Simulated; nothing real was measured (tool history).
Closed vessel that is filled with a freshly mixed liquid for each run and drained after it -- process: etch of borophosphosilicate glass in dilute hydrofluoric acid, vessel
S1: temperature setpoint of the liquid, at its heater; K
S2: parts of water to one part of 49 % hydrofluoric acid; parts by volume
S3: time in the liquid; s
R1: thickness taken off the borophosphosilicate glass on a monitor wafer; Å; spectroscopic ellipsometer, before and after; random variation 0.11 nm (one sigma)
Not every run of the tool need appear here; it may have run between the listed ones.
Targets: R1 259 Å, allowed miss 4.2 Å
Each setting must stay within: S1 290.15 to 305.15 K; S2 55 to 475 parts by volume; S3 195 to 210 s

| run | hour | S1 | S2 | S3 | R1 |
|---|---|---|---|---|---|
| 1 | 0 | 297.15 | 265 | 195 | 401.39 |
| 2 | 8 | 297.15 | 215 | 195 | 520.98 |
| 3 | 10.3 | 295.65 | 235 | 195 | 443.19 |
| 4 | 17.3 | 295.65 | 235 | 195 | 443 |
| 5 | 21.6 | 295.65 | 235 | 195 | 441.82 |
| 6 | 23.8 | 294.65 | 250 | 195 | 394.64 |
| 7 | 30.6 | 293.65 | 260 | 195 | 362.44 |
| 8 | 38.4 | 293.15 | 270 | 195 | 337.53 |
| 9 | 41.8 | 292.65 | 275 | 195 | 323.88 |
| 10 | 44.5 | 292.15 | 280 | 195 | 309.17 |
| 11 | 48.8 | 291.65 | 285 | 195 | 300.13 |

5 next moves are on the table. One of them brings every result within its allowed miss. Which?
| A | 53.1 | 291.15 | 335 | 210 | ? |
| B | 53.1 | 290.15 | 350 | 210 | ? |
| C | 53.1 | 291.65 | 265 | 210 | ? |
| D | 53.1 | 291.65 | 255 | 195 | ? |
| E | 53.1 | 290.65 | 240 | 195 | ? |

| move | R1 |
|---|---|
| A | 257.75 |
| B | 234.88 |
| C | 352.56 |
| D | 343.27 |
| E | 355.7 |
A: hits every target within its allowed miss
B: takes the biggest miss from the last run beyond its target
C: moves away from the targets compared with the last run
D: moves away from the targets compared with the last run
E: moves away from the targets compared with the last run
So the answer is move A, the one that meets all the targets.
